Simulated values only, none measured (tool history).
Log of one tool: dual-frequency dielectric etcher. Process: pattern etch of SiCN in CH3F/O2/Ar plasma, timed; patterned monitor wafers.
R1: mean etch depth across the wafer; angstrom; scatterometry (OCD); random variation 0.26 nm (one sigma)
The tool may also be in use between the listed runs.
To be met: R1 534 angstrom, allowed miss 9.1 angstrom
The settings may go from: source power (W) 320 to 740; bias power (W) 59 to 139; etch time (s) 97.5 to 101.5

Run 1, hour 0: source power (W) 530, bias power (W) 99, etch time (s) 97.5. Result: R1 452.78 angstrom.
Run 2, hour 7.9: source power (W) 570, bias power (W) 101, etch time (s) 97.5. Result: R1 464.36 angstrom.
Run 3, hour 9.9: source power (W) 600, bias power (W) 105, etch time (s) 97.5. Result: R1 483.57 angstrom.
Run 4, hour 11.9: source power (W) 630, bias power (W) 106, etch time (s) 97.5. Result: R1 489.92 angstrom.
Run 5, hour 20.5: source power (W) 630, bias power (W) 96, etch time (s) 97.5. Result: R1 480.27 angstrom.
Run 6, hour 24.8: source power (W) 650, bias power (W) 99, etch time (s) 97.5. Result: R1 491.05 angstrom.
Run 7, hour 26.9: source power (W) 670, bias power (W) 101, etch time (s) 97.5. Result: R1 500.58 angstrom.
Run 8, hour 28.8: source power (W) 680, bias power (W) 102, etch time (s) 97.5. Result: R1 499.85 angstrom.
Run 9, hour 31.7: source power (W) 740, bias power (W) 113, etch time (s) 98. Result: R1 541.25 angstrom.

5 next moves are on the table. One of them brings every result within its allowed miss. Which?
Run A, hour 34.6: source power (W) 740, bias power (W) 114, etch time (s) 99. Result: R1 ?.
Run B, hour 34.6: source power (W) 730, bias power (W) 110, etch time (s) 101.5. Result: R1 ?.
Run C, hour 34.6: source power (W) 730, bias power (W) 110, etch time (s) 101. Result: R1 ?.
Run D, hour 34.6: source power (W) 740, bias power (W) 100, etch time (s) 100. Result: R1 ?.
Run E, hour 34.6: source power (W) 740, bias power (W) 118, etch time (s) 99.5. Result: R1 ?.

move      R1
   A   552.4
   B  556.44
   C   553.7
   D   534.5
   E  561.64
A: further off than the last run
B: further off than the last run
C: further off than the last run
D: meets every target
E: further off than the last run
Answer: D

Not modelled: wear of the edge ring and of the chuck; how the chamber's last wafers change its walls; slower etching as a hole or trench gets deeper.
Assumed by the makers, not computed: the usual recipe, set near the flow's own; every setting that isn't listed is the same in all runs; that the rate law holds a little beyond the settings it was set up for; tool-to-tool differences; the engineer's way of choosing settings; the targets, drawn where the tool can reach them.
